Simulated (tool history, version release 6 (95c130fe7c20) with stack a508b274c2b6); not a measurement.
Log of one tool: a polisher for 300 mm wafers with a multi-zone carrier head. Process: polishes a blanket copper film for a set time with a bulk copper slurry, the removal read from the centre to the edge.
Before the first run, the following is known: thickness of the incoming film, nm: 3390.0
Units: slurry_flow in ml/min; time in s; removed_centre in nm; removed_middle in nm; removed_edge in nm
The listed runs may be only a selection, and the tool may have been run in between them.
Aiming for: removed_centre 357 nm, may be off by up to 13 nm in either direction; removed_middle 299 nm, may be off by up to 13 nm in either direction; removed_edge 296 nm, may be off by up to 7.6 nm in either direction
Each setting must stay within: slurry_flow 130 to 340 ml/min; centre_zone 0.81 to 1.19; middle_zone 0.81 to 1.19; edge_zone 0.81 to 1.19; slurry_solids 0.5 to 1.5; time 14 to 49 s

run	hour	slurry_flow	centre_zone	middle_zone	edge_zone	slurry_solids	time	removed_centre	removed_middle	removed_edge
1	0	220	1	1	1	1	31	218.03	219.32	212.23
2	4.7	170	1	1	1	1	31	207.11	206.09	208.33
3	5.9	185	1.03	1	1.02	1.1	32	232.89	216.71	220.5
4	12.5	185	1.03	1	1.02	1.1	28	196.63	191.31	192.5
5	15.5	195	1.05	1.01	1.04	1.15	30	222.71	211.03	211.49
6	21.1	195	1.05	0.96	1.04	1.15	30	219.65	202.92	209.91
7	23.8	205	1.07	0.98	1.05	1.2	31	239.32	215.85	223.56
8	27.6	215	1.09	1	1.06	1.25	32	252.6	230.74	229.26
9	35.8	215	1.09	1	1.06	1.25	32	251.96	232.29	236.42
10	40	225	1.11	1	1.05	1.3	33	267.28	240.87	243.47
11	48.3	230	1.12	1	1.04	1.3	34	282.26	249.5	245.69
12	51.2	235	1.13	1	1.05	1.35	35	292.76	258.44	259.63
13	52.5	245	1.14	1	1.05	1.35	36	304.62	267.87	267.54
14	56.5	245	1.15	1	1.05	1.35	37	315.14	276.21	272.63
15	59.8	250	1.16	1	1.05	1.35	37	325.01	280.2	276.2
16	63.7	255	1.16	1	1.05	1.35	37	325.59	276.88	276.82
17	65	260	1.16	1	1.05	1.35	37	319.25	268.9	274.36

Consider the 5 candidate settings below. Which is the only one whose results all fall within their allowed miss of target?
A	66.3	165	1.05	1.18	0.94	1.5	36	?	?	?
B	66.3	325	0.96	0.89	1.19	1.35	35	?	?	?
C	66.3	130	1.17	0.96	0.91	1.25	47	?	?	?
D	66.3	315	1.17	0.9	1.11	1.3	34	?	?	?
E	66.3	250	1.07	1.09	1.06	1.45	40	?	?	?

move	removed_centre	removed_middle	removed_edge
A	265.07	297.52	246.74
B	255.87	245.38	285
C	352.06	299.65	297.31
D	300.54	238.17	264.8
E	320.51	327.25	303.33
A: moves away from the targets compared with the last run
B: moves away from the targets compared with the last run
C: all results in spec
D: moves away from the targets compared with the last run
E: just as far off the targets as the last run
C meets every target.
